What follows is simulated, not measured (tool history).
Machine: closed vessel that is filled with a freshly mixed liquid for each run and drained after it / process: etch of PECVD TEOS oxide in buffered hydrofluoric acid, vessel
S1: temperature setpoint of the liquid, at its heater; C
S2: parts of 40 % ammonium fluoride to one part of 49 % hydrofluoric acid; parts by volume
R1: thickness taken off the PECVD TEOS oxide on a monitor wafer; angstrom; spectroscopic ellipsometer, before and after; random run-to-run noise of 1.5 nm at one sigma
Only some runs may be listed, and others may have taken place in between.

{"run": 1, "hour": 0.0, "S1": 20, "S2": 8, "time in the liquid (s)": 85, "R1": 941.76}
{"run": 2, "hour": 7.9, "S1": 22, "S2": 7.5, "time in the liquid (s)": 85, "R1": 1143.5}
{"run": 3, "hour": 14.7, "S1": 22, "S2": 7.5, "time in the liquid (s)": 95, "R1": 1267}
{"run": 4, "hour": 16.3, "S1": 23.5, "S2": 7.5, "time in the liquid (s)": 95, "R1": 1395}
{"run": 5, "hour": 23.0, "S1": 20.5, "S2": 7.5, "time in the liquid (s)": 95, "R1": 1172.6}
{"run": 6, "hour": 26.0, "S1": 20.5, "S2": 7.5, "time in the liquid (s)": 85, "R1": 1058.4}

Run 7 has not been measured yet. What should we expect?
{"run": 7, "hour": 27.6, "S1": 22, "S2": 7.5, "time in the liquid (s)": 85, "R1": "?"}

R1: 1151.3 angstrom
